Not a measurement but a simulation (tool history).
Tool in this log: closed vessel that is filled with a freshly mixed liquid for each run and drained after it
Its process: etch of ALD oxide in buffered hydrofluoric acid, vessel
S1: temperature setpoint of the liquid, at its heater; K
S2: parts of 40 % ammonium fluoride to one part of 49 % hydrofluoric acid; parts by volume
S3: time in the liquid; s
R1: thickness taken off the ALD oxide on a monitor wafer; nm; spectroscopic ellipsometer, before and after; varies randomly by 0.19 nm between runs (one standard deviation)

run,day,S1,S2,S3,R1
1,0,296.15,20.5,30,30.57
2,0.288,295.15,20.5,30,29
3,0.475,295.15,18,30,32.393
4,0.604,295.15,12.5,30,46.765
5,0.725,294.15,14,30,39.337
# day 1.017: thermometer replaced
6,1.017,293.15,15,30,30.368
7,1.3,290.65,15,30,26.46

Run 8, settings as shown, results not yet in. Your forecast:
8,1.483,290.15,15.5,30,?

R1: 24.966 nm

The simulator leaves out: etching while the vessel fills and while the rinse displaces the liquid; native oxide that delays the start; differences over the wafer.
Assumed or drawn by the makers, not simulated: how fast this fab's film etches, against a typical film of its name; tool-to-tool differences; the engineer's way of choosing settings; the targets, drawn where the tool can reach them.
